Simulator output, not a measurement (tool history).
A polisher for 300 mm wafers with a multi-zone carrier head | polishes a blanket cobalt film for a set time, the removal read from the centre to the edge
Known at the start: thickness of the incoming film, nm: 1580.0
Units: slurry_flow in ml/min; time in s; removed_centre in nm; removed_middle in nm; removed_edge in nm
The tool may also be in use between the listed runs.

| run | hour | slurry_flow | centre_zone | middle_zone | edge_zone | time | removed_centre | removed_middle | removed_edge |
|---|---|---|---|---|---|---|---|---|---|
| 1 | 0 | 180 | 1 | 1 | 1 | 32 | 247.65 | 245.01 | 232.46 |
| 2 | 6.2 | 215 | 1 | 1 | 1 | 32 | 250.62 | 248.44 | 235.65 |
| 3 | 14.6 | 215 | 1 | 1.04 | 1 | 32 | 252.98 | 262.55 | 236.81 |
| 4 | 15.3 | 230 | 1 | 1.04 | 1 | 32 | 255.29 | 259.62 | 240.84 |
| 5 | 20.3 | 240 | 0.98 | 1.04 | 1.05 | 35 | 274.86 | 283.9 | 266.25 |
| 6 | 23.1 | 240 | 0.9 | 1.04 | 1.05 | 35 | 253.33 | 285.02 | 270.31 |
| 7 | 30.8 | 245 | 0.89 | 1.03 | 1.08 | 37 | 262.94 | 301.23 | 287.32 |
|  | 36.9 | edge zone pressure recalibrated |
| 8 | 36.9 | 250 | 0.89 | 1.01 | 1.1 | 39 | 277.99 | 310.93 | 315.79 |

Forecast run 9:
| 9 | 41.1 | 250 | 0.9 | 1.02 | 1.11 | 40 | ? | ? | ? |

removed_centre: 289.36 nm
removed_middle: 322.24 nm
removed_edge: 329.22 nm

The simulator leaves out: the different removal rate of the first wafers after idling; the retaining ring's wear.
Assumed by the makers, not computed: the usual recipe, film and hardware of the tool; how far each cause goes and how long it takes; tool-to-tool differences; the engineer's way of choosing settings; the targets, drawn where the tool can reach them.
